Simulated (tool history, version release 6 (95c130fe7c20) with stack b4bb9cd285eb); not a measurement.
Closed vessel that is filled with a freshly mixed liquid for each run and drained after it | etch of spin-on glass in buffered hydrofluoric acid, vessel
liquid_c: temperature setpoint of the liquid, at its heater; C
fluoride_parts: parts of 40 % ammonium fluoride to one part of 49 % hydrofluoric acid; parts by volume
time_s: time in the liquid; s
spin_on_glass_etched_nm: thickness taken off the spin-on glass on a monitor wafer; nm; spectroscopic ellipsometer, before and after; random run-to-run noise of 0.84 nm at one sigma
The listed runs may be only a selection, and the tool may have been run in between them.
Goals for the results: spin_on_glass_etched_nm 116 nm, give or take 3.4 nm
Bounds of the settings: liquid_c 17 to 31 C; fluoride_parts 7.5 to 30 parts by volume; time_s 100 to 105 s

run 1 hour=0 | liquid_c=23 fluoride_parts=21 time_s=100 | spin_on_glass_etched_nm=130.56
run 2 hour=2.4 | liquid_c=23 fluoride_parts=21 time_s=105 | spin_on_glass_etched_nm=138.1
run 3 hour=3.2 | liquid_c=22.5 fluoride_parts=21 time_s=105 | spin_on_glass_etched_nm=134.18
run 4 hour=11.1 | liquid_c=21 fluoride_parts=21 time_s=105 | spin_on_glass_etched_nm=122.68
run 5 hour=15.4 | liquid_c=18.5 fluoride_parts=21 time_s=105 | spin_on_glass_etched_nm=106.25
run 6 hour=19.9 | liquid_c=17 fluoride_parts=21 time_s=105 | spin_on_glass_etched_nm=99.537
run 7 hour=23.2 | liquid_c=17 fluoride_parts=21 time_s=105 | spin_on_glass_etched_nm=97.566
run 8 hour=24.6 | liquid_c=17.5 fluoride_parts=21 time_s=105 | spin_on_glass_etched_nm=101.57
run 9 hour=30.7 | liquid_c=19 fluoride_parts=21 time_s=105 | spin_on_glass_etched_nm=111.16

Pick the move, out of 4, that brings all results within their allowed miss; only one does.
run A hour=36.8 | liquid_c=18 fluoride_parts=16.5 time_s=100 | spin_on_glass_etched_nm=?
run B hour=36.8 | liquid_c=20.5 fluoride_parts=24 time_s=105 | spin_on_glass_etched_nm=?
run C hour=36.8 | liquid_c=21 fluoride_parts=21 time_s=100 | spin_on_glass_etched_nm=?
run D hour=36.8 | liquid_c=17 fluoride_parts=18.5 time_s=105 | spin_on_glass_etched_nm=?

move=A spin_on_glass_etched_nm=124.6
move=B spin_on_glass_etched_nm=109.85
move=C spin_on_glass_etched_nm=117.98
move=D spin_on_glass_etched_nm=110.38
A: pushes the last run's worst result past its target
B: moves away from the targets compared with the last run
C: every result within its allowed miss
D: moves away from the targets compared with the last run
Go with C: it meets all targets.

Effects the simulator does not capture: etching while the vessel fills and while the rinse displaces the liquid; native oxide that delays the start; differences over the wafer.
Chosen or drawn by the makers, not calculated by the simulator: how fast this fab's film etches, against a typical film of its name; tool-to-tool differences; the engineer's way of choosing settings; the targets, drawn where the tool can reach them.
